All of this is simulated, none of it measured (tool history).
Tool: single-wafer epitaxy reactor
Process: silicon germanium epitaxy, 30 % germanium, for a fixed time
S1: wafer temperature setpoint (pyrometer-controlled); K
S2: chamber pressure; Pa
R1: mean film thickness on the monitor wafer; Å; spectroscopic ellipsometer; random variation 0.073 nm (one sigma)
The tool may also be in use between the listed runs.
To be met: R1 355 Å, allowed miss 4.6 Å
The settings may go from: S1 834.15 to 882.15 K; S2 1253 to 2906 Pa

Run 1, hour 0: S1 858.15 K, S2 2080 Pa. Result: R1 422.5 Å.
Run 2, hour 4.1: S1 858.15 K, S2 2266 Pa. Result: R1 439.52 Å.
Run 3, hour 10.2: S1 855.15 K, S2 2266 Pa. Result: R1 411.8 Å.
Run 4, hour 11.2: S1 864.15 K, S2 2266 Pa. Result: R1 500.73 Å.
Run 5, hour 17.5: S1 859.15 K, S2 2266 Pa. Result: R1 448.24 Å.
Run 6, hour 24.7: S1 856.15 K, S2 2266 Pa. Result: R1 420.21 Å.
Run 7, hour 28.6: S1 854.15 K, S2 2266 Pa. Result: R1 403.13 Å.
Run 8, hour 33.1: S1 852.15 K, S2 2266 Pa. Result: R1 384.02 Å.
Run 9, hour 35.3: S1 851.15 K, S2 2266 Pa. Result: R1 378.09 Å.
Run 10, hour 42.6: S1 847.15 K, S2 2266 Pa. Result: R1 345.96 Å.

Which of these 5 next moves meets every target?
Run A, hour 49.9: S1 847.15 K, S2 2386 Pa. Result: R1 ?.
Run B, hour 49.9: S1 848.15 K, S2 2146 Pa. Result: R1 ?.
Run C, hour 49.9: S1 846.15 K, S2 2320 Pa. Result: R1 ?.
Run D, hour 49.9: S1 851.15 K, S2 2080 Pa. Result: R1 ?.
Run E, hour 49.9: S1 846.15 K, S2 2213 Pa. Result: R1 ?.

move      R1
   A  353.95
   B  346.69
   C  342.32
   D  365.48
   E  335.89
A: meets every target
B: nearer than the last run, and not there yet
C: further off than the last run
D: takes the result that was furthest off past its target
E: further off than the last run
Move A is the one to make.
